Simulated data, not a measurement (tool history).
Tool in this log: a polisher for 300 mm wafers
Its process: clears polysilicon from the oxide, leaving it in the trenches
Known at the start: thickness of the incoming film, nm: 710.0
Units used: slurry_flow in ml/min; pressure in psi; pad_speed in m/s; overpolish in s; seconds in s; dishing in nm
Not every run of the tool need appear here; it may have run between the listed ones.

run	hour	slurry_flow	pressure	pad_speed	overpolish	seconds	dishing
1	0	260	2.3	1.06	30	46.968	78.894
2	6.1	260	2.2	1.06	24	50.691	77.436
3	13.3	260	2.2	1.06	34	51.721	76.927
4	16.6	260	1.9	1.06	34	57.34	76.412
5	18.9	260	1.9	1.3	34	49.556	76.801
6	27	260	1.9	1.1	34	56.645	80.734

Run 7 is up next; what results do you expect?
7	30	230	2	1.04	27	?	?

seconds: 57.512 s
dishing: 74.538 nm
